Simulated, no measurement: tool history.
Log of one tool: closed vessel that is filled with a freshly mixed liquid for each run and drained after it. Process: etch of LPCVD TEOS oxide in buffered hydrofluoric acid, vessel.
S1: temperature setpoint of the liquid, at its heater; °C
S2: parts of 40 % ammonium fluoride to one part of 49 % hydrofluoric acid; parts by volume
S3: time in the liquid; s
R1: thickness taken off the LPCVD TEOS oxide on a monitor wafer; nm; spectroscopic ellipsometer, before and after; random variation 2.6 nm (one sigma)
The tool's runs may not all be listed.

Run 1, day 0.000: S1 21.0 °C, S2 14.5 parts by volume, S3 105 s. Result: R1 218.10 nm.
Run 2, day 0.346: S1 17.5 °C, S2 14.5 parts by volume, S3 105 s. Result: R1 177.65 nm.
Run 3, day 0.683: S1 18.5 °C, S2 14.5 parts by volume, S3 105 s. Result: R1 189.18 nm.
Run 4, day 1.067: S1 18.5 °C, S2 14.5 parts by volume, S3 110 s. Result: R1 194.52 nm.
Run 5, day 1.125: S1 18.5 °C, S2 14.5 parts by volume, S3 110 s. Result: R1 199.01 nm.
Run 6, day 1.421: S1 18.5 °C, S2 16.5 parts by volume, S3 110 s. Result: R1 172.65 nm.
Run 7, day 1.792: S1 19.5 °C, S2 16.5 parts by volume, S3 110 s. Result: R1 184.66 nm.
Run 8, day 1.883: S1 20.5 °C, S2 16.5 parts by volume, S3 110 s. Result: R1 198.55 nm.

The next listed run, before its measurement:
Run 9, day 2.112: S1 21.5 °C, S2 16.5 parts by volume, S3 110 s. Result: R1 ?.

R1: 207.63 nm
